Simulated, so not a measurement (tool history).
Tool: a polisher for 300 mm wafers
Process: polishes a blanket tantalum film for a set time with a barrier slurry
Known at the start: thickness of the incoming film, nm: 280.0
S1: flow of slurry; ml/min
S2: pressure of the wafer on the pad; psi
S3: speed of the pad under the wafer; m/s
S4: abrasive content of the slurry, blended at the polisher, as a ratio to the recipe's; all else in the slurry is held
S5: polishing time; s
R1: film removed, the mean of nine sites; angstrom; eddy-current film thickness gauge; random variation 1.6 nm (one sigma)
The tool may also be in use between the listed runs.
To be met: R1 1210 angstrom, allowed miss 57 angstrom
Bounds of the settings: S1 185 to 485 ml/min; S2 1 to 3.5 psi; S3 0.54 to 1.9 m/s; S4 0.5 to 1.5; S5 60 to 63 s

| run | day | S1 | S2 | S3 | S4 | S5 | R1 |
|---|---|---|---|---|---|---|---|
| 1 | 0 | 310 | 2.2 | 1.22 | 1 | 60 | 1477.4 |
| 2 | 0.329 | 310 | 2.1 | 1.22 | 1 | 60 | 1379.2 |
| 3 | 0.354 | 310 | 2.1 | 1.22 | 1.2 | 60 | 1463.5 |
| 4 | 0.729 | 310 | 2.1 | 1.22 | 1.3 | 60 | 1488.9 |
| 5 | 1.079 | 310 | 2.1 | 1.22 | 1.3 | 63 | 1550.4 |
| 6 | 1.342 | 355 | 2.1 | 1.22 | 1.3 | 63 | 1525.5 |
| 7 | 1.496 | 355 | 2 | 1.22 | 1.3 | 63 | 1491.1 |
| 8 | 1.758 | 355 | 1.9 | 1.22 | 1.3 | 63 | 1423 |
| 9 | 1.867 | 355 | 1.5 | 1.2 | 1.3 | 63 | 1104 |

4 next moves are on the table. One of them brings every result within its allowed miss. Which?
| A | 1.975 | 365 | 1.7 | 1.24 | 1.25 | 60 | ? |
| B | 1.975 | 400 | 1.8 | 1 | 1.1 | 63 | ? |
| C | 1.975 | 295 | 1.4 | 1.14 | 1.15 | 63 | ? |
| D | 1.975 | 375 | 1.4 | 1.22 | 1.25 | 60 | ? |

| move | R1 |
|---|---|
| A | 1210.5 |
| B | 1064.1 |
| C | 935.38 |
| D | 991.41 |
A: meets every target
B: further off than the last run
C: further off than the last run
D: further off than the last run
Answer: A

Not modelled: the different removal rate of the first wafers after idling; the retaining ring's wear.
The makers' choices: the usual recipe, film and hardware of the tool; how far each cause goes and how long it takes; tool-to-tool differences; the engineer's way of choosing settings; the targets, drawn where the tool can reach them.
